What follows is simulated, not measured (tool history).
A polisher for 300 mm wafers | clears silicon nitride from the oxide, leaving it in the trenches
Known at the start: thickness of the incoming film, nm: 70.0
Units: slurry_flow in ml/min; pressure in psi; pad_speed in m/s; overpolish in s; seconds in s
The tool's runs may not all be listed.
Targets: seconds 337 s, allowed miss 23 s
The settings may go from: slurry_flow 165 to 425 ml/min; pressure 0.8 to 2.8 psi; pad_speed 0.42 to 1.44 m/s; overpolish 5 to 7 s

| run | hour | slurry_flow | pressure | pad_speed | overpolish | seconds |
|---|---|---|---|---|---|---|
| 1 | 0 | 275 | 1.8 | 0.92 | 7 | 156.27 |
| 2 | 8.8 | 275 | 1.7 | 0.88 | 7 | 161.36 |
| 3 | 11 | 265 | 1.6 | 0.82 | 7 | 183.94 |
| 4 | 19.5 | 305 | 1.6 | 0.82 | 7 | 186.56 |
| 5 | 25.3 | 305 | 1.9 | 0.82 | 7 | 169.42 |
| 6 | 30.5 | 305 | 1.8 | 0.76 | 7 | 191.11 |
| 7 | 36.8 | 305 | 1.7 | 0.72 | 7 | 205.51 |
| 8 | 39.6 | 305 | 1.6 | 0.68 | 7 | 222.66 |
| 9 | 48.7 | 305 | 1.5 | 0.66 | 7 | 238.63 |
| 10 | 49.3 | 305 | 1.4 | 0.64 | 7 | 254 |
| 11 | 51 | 305 | 1.3 | 0.62 | 7 | 276.37 |

5 next moves are on the table. One of them brings every result within its allowed miss. Which?
| A | 52.7 | 275 | 1.3 | 0.52 | 7 | ? |
| B | 52.7 | 285 | 1.2 | 0.64 | 7 | ? |
| C | 52.7 | 285 | 1.4 | 0.62 | 7 | ? |
| D | 52.7 | 300 | 1.2 | 0.64 | 7 | ? |
| E | 52.7 | 235 | 1 | 0.86 | 7 | ? |

| move | seconds |
|---|---|
| A | 334.18 |
| B | 286.78 |
| C | 269.25 |
| D | 285.63 |
| E | 243.17 |
A: meets every target
B: nearer than the last run, and not there yet
C: further off than the last run
D: nearer than the last run, and not there yet
E: further off than the last run
The right move is A.
